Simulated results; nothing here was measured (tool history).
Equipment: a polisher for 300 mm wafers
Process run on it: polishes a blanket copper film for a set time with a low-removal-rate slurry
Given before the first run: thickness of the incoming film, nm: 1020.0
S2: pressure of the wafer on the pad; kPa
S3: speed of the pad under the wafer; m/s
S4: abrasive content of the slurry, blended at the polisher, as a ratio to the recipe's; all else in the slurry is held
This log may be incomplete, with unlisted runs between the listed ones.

run 1 hour=0.0 | flow_of_slurry_(ml/min)=220 S2=18.6 S3=1.28 S4=1.0 polishing_time_(s)=56 | film_removed_(Å)=1877.80
run 2 hour=4.2 | flow_of_slurry_(ml/min)=240 S2=18.6 S3=1.28 S4=1.0 polishing_time_(s)=56 | film_removed_(Å)=1907.80
run 3 hour=11.4 | flow_of_slurry_(ml/min)=235 S2=16.5 S3=1.24 S4=1.0 polishing_time_(s)=56 | film_removed_(Å)=1620.40
run 4 hour=18.1 | flow_of_slurry_(ml/min)=230 S2=15.2 S3=1.22 S4=1.0 polishing_time_(s)=56 | film_removed_(Å)=1472.60
run 5 hour=24.7 | flow_of_slurry_(ml/min)=225 S2=13.8 S3=1.20 S4=1.0 polishing_time_(s)=56 | film_removed_(Å)=1321.40
run 6 hour=33.1 | flow_of_slurry_(ml/min)=220 S2=13.1 S3=1.20 S4=1.0 polishing_time_(s)=56 | film_removed_(Å)=1257.90
run 7 hour=39.5 | flow_of_slurry_(ml/min)=215 S2=12.4 S3=1.20 S4=1.0 polishing_time_(s)=56 | film_removed_(Å)=1207.20
run 8 hour=44.4 | flow_of_slurry_(ml/min)=205 S2=9.0 S3=1.16 S4=1.0 polishing_time_(s)=56 | film_removed_(Å)=833.19
run 9 hour=47.8 | flow_of_slurry_(ml/min)=220 S2=9.0 S3=1.16 S4=1.0 polishing_time_(s)=56 | film_removed_(Å)=862.99
run 10 hour=53.4 | flow_of_slurry_(ml/min)=225 S2=9.0 S3=1.16 S4=1.0 polishing_time_(s)=56 | film_removed_(Å)=867.26
run 11 hour=61.1 | flow_of_slurry_(ml/min)=230 S2=9.0 S3=1.16 S4=1.0 polishing_time_(s)=56 | film_removed_(Å)=864.58

Predict the results of run 12:
run 12 hour=63.9 | flow_of_slurry_(ml/min)=230 S2=9.7 S3=1.16 S4=1.0 polishing_time_(s)=56 | film_removed_(Å)=?

film removed (Å): 913.55
